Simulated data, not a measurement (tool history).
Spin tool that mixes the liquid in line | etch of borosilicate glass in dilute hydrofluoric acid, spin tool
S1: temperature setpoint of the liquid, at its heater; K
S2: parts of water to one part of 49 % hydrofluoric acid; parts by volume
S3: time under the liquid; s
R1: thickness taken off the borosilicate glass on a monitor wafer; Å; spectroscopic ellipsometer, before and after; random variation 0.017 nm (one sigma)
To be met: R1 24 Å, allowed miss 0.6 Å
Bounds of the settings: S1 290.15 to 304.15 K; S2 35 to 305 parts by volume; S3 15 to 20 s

| run | day | S1 | S2 | S3 | R1 |
|---|---|---|---|---|---|
| 1 | 0 | 296.15 | 170 | 20 | 30.954 |
| 2 | 0.092 | 294.65 | 170 | 20 | 29.52 |
| 3 | 0.217 | 293.65 | 170 | 20 | 28.017 |
| 4 | 0.5 | 293.65 | 130 | 20 | 38.058 |
| 5 | 0.583 | 293.65 | 110 | 20 | 46.727 |
| 6 | 0.725 | 293.15 | 125 | 20 | 39.687 |
| 7 | 0.825 | 292.65 | 135 | 20 | 35.223 |
| 8 | 0.933 | 292.15 | 140 | 20 | 33.212 |
| 9 | 1.2 | 291.65 | 145 | 20 | 31.701 |
| 10 | 1.371 | 291.15 | 150 | 20 | 30.073 |

Which of these 5 next moves meets every target?
| A | 1.542 | 290.65 | 145 | 15 | ? |
| B | 1.542 | 293.15 | 150 | 15 | ? |
| C | 1.542 | 293.15 | 135 | 20 | ? |
| D | 1.542 | 291.15 | 110 | 20 | ? |
| E | 1.542 | 291.65 | 130 | 20 | ? |

| move | R1 |
|---|---|
| A | 22.537 |
| B | 23.976 |
| C | 36.085 |
| D | 41.901 |
| E | 35.448 |
A: takes the result that was furthest off past its target
B: meets every target
C: further off than the last run
D: further off than the last run
E: further off than the last run
The right move is B.

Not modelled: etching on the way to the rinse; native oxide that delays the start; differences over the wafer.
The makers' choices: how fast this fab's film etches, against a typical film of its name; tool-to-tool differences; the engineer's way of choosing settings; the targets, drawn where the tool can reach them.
